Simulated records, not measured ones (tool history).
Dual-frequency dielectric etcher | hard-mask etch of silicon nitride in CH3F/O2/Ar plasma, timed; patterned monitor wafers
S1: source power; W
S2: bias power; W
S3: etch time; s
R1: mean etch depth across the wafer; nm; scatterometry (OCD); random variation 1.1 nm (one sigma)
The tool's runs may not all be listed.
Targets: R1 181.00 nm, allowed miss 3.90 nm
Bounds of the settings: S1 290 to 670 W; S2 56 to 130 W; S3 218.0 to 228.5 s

run,day,S1,S2,S3,R1
1,0.000,480,93,218.0,163.45
2,0.183,490,94,218.0,165.40
3,0.238,500,95,218.0,166.11
4,0.312,510,96,218.0,168.72
5,0.458,510,110,218.0,174.55
6,0.650,510,102,218.0,169.94
7,0.933,520,103,218.0,171.30
8,0.979,520,103,218.0,171.25
9,1.200,530,104,218.0,175.37
10,1.400,550,105,218.0,175.74

4 next moves are on the table. One of them brings every result within its allowed miss. Which?
A,1.600,520,107,224.5,?
B,1.600,520,97,223.0,?
C,1.600,430,121,218.0,?
D,1.600,490,105,218.5,?

move,R1
A,180.92
B,174.50
C,172.41
D,171.92
A: meets every target
B: further off than the last run
C: further off than the last run
D: further off than the last run
Move A is the one to make.
